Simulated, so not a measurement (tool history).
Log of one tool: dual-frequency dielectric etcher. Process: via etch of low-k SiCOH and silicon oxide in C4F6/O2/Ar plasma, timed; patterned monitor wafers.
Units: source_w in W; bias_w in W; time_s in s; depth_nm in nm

run  hour  source_w  bias_w  time_s  depth_nm
  1   0.0       480     177      82    249.08
  2   6.0       480     161      82    245.87
  3   7.7       460     157      82    237.00
  4  13.7       440     156      82    230.88
  5  19.2       440     176      82    237.53
  6  24.8       440     176      86    249.45
  7  32.2       420     174      86    241.60

The next listed run, before its measurement:
  8  40.8       400     173      86         ?

{"run 8": {"depth_nm": 235.23}}
